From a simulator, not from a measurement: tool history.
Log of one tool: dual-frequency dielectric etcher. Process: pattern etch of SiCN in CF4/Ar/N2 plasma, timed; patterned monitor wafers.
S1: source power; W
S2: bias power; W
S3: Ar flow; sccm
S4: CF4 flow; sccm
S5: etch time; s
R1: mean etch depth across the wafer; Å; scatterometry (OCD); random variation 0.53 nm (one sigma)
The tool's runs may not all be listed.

run 1 hour=0.0 | S1=600 S2=82 S3=109 S4=66 S5=122.5 | R1=1457.9
run 2 hour=7.8 | S1=610 S2=82 S3=109 S4=66 S5=122.5 | R1=1473.1
run 3 hour=11.6 | S1=680 S2=82 S3=109 S4=66 S5=122.5 | R1=1608.3
run 4 hour=13.4 | S1=680 S2=82 S3=109 S4=70 S5=122.5 | R1=1625.4
run 5 hour=19.0 | S1=680 S2=82 S3=109 S4=65 S5=122.5 | R1=1616.7
run 6 hour=21.0 | S1=680 S2=72 S3=109 S4=65 S5=122.5 | R1=1511.3
run 7 hour=25.6 | S1=690 S2=72 S3=109 S4=65 S5=122.5 | R1=1541.3

Estimate the outcome of run 8 from the log above:
run 8 hour=31.4 | S1=700 S2=72 S3=109 S4=65 S5=122.5 | R1=?

{"run 8": {"R1": 1560.3}}

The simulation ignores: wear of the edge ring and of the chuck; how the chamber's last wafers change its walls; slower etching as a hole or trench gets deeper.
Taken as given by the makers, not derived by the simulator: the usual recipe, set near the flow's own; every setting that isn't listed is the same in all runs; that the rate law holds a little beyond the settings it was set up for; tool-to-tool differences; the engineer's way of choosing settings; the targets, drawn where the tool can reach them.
